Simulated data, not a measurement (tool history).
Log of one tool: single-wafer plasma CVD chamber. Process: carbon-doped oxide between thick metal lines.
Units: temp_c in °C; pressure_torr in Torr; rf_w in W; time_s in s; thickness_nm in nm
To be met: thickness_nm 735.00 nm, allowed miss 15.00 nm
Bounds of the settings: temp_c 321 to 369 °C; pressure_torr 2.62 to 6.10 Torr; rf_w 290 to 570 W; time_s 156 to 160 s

| run | hour | temp_c | pressure_torr | rf_w | time_s | thickness_nm |
|---|---|---|---|---|---|---|
| 1 | 0.0 | 345 | 4.36 | 430 | 156 | 628.17 |
| 2 | 2.0 | 344 | 4.49 | 435 | 156 | 635.90 |
| 3 | 7.9 | 344 | 4.49 | 435 | 160 | 653.54 |
| 4 | 9.9 | 344 | 4.49 | 435 | 160 | 658.07 |
| 5 | 14.5 | 343 | 4.60 | 440 | 160 | 671.68 |
| 6 | 19.0 | 343 | 4.60 | 440 | 156 | 651.75 |
| 7 | 25.5 | 342 | 4.71 | 440 | 156 | 647.56 |
| 8 | 32.8 | 342 | 4.75 | 445 | 156 | 664.27 |
| 9 | 36.8 | 341 | 4.86 | 445 | 156 | 669.33 |
| 10 | 42.9 | 340 | 4.95 | 445 | 156 | 673.44 |
| 11 | 45.5 | 340 | 4.95 | 445 | 156 | 670.49 |
| 12 | 50.2 | 339 | 5.05 | 445 | 156 | 676.33 |
| 13 | 58.1 | 338 | 5.14 | 445 | 156 | 676.60 |
| 14 | 64.6 | 338 | 5.23 | 450 | 156 | 684.09 |
| 15 | 71.7 | 337 | 5.30 | 450 | 156 | 689.13 |
| 16 | 75.2 | 336 | 5.37 | 450 | 156 | 696.85 |

5 next moves are on the table. One of them brings every result within its allowed miss. Which?
| A | 78.7 | 333 | 5.81 | 480 | 159 | ? |
| B | 78.7 | 338 | 5.28 | 420 | 156 | ? |
| C | 78.7 | 338 | 4.66 | 485 | 160 | ? |
| D | 78.7 | 338 | 5.04 | 440 | 156 | ? |
| E | 78.7 | 339 | 5.37 | 500 | 160 | ? |

| move | thickness_nm |
|---|---|
| A | 759.00 |
| B | 650.67 |
| C | 732.82 |
| D | 672.09 |
| E | 763.11 |
A: takes the result that was furthest off past its target
B: further off than the last run
C: meets every target
D: further off than the last run
E: takes the result that was furthest off past its target
Move C is the one to make.
